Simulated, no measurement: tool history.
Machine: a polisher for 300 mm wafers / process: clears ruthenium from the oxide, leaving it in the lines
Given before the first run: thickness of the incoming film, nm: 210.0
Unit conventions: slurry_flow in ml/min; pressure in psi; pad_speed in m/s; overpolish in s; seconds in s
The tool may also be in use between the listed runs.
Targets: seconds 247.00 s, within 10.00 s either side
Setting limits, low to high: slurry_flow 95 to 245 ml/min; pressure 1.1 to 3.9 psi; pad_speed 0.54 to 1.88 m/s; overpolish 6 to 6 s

run  hour  slurry_flow  pressure  pad_speed  overpolish  seconds
  1   0.0          155       2.5       1.20           6   142.61
  2   0.8          155       2.5       1.20           6   144.19
  3   2.4          150       2.1       1.18           6   171.99
  4   8.4          150       2.7       1.18           6   137.26
  5  11.4          150       2.3       1.18           6   160.21
  6  13.5          180       2.3       1.18           6   152.23
  7  15.8          170       2.0       1.18           6   178.89
  8  24.2          165       1.8       1.18           6   196.00
  9  30.3          160       1.7       1.18           6   210.60
 10  37.4          150       1.6       1.18           6   226.80
 11  41.7          145       1.6       1.18           6   229.97
 12  50.0          130       1.4       1.18           6   266.21
 13  56.9          135       1.4       1.18           6   258.56
 14  57.9          135       1.4       1.18           6   260.24
 15  65.2          140       1.4       1.18           6   255.39
 16  68.6          145       1.4       1.18           6   262.14

Of the 4 settings listed for the next run, only one would bring every result within its allowed miss of target. Which one?
  A  72.0          150       1.3       1.16           6        ?
  B  72.0          140       1.5       1.16           6        ?
  C  72.0          135       1.3       1.20           6        ?
  D  72.0          140       1.4       1.04           6        ?

move  seconds
   A   285.12
   B   252.42
   C   281.89
   D   299.54
A: further off than the last run
B: every result lands within tolerance
C: further off than the last run
D: further off than the last run
Answer: B
